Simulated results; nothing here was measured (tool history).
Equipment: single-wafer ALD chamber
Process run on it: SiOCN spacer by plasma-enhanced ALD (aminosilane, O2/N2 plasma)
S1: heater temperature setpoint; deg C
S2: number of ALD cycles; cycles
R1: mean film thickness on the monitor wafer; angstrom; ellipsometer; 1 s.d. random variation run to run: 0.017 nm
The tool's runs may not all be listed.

run 1 hour=0.0 | S1=380 S2=115 | R1=72.779
run 2 hour=8.5 | S1=371 S2=115 | R1=72.481
run 3 hour=9.4 | S1=371 S2=111 | R1=69.682
run 4 hour=18.6 | S1=361 S2=111 | R1=69.817
run 5 hour=25.8 | S1=361 S2=123 | R1=77.449
run 6 hour=28.9 | S1=361 S2=116 | R1=73.179
run 7 hour=31.6 | S1=361 S2=111 | R1=70.217

For run 8, what comes out?
run 8 hour=33.5 | S1=361 S2=97 | R1=?

Logged for run 8: R1 61.353 angstrom.
